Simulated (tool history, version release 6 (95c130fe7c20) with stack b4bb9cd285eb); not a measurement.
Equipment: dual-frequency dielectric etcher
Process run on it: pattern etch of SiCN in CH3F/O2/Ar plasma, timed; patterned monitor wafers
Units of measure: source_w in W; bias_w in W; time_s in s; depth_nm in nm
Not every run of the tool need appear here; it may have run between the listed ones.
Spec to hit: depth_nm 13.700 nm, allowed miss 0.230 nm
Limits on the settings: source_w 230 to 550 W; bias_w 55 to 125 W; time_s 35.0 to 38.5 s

run 1 hour=0.0 | source_w=390 bias_w=90 time_s=38.5 | depth_nm=15.062
run 2 hour=6.1 | source_w=420 bias_w=90 time_s=38.5 | depth_nm=15.664
run 3 hour=6.9 | source_w=390 bias_w=89 time_s=38.5 | depth_nm=15.026
run 4 hour=12.2 | source_w=370 bias_w=88 time_s=38.5 | depth_nm=14.613
run 5 hour=16.4 | source_w=360 bias_w=88 time_s=38.5 | depth_nm=14.438
run 6 hour=22.4 | source_w=350 bias_w=88 time_s=38.5 | depth_nm=14.223
run 7 hour=24.1 | source_w=350 bias_w=88 time_s=38.5 | depth_nm=14.264
run 8 hour=29.9 | source_w=340 bias_w=88 time_s=38.5 | depth_nm=14.063

Below are 4 possible settings for the next run. Only one of them brings all results inside the allowed miss of their targets. Which is it?
run A hour=35.7 | source_w=410 bias_w=86 time_s=36.5 | depth_nm=?
run B hour=35.7 | source_w=330 bias_w=92 time_s=37.0 | depth_nm=?
run C hour=35.7 | source_w=340 bias_w=89 time_s=38.5 | depth_nm=?
run D hour=35.7 | source_w=380 bias_w=81 time_s=38.5 | depth_nm=?

move=A depth_nm=14.341
move=B depth_nm=13.621
move=C depth_nm=14.149
move=D depth_nm=14.245
A: lands further from the targets than the last run did
B: each result inside its tolerance
C: lands further from the targets than the last run did
D: lands further from the targets than the last run did
Move B is the one to make.

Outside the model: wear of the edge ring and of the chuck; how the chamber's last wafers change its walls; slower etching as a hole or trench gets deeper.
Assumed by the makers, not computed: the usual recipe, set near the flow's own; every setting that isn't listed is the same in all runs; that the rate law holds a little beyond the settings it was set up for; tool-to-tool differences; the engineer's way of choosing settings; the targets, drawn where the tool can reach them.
